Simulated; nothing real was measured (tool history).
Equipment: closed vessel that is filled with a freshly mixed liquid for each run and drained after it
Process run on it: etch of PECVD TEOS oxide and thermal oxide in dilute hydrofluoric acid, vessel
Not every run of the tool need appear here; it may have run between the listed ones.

run	day	temperature setpoint of the liquid (°C)	parts of water to one part of 49 % hydrofluoric acid (parts by volume)	time in the liquid (s)	thickness taken off the PECVD TEOS oxide on a monitor wafer (angstrom)	thickness taken off the thermal oxide on a monitor wafer (angstrom)
1	0.000	21.0	60	115	302.260	81.537
2	0.267	20.0	70	115	245.260	65.597
3	0.412	17.5	70	115	220.830	58.878
4	0.783	17.0	70	115	216.580	58.039
5	0.812	17.0	70	70	130.100	35.210
6	1.038	17.0	70	45	83.982	22.508

Run 7 comes next. What will it give?
7	1.288	18.0	70	45	?	?

thickness taken off the PECVD TEOS oxide on a monitor wafer (angstrom): 88.690
thickness taken off the thermal oxide on a monitor wafer (angstrom): 23.657
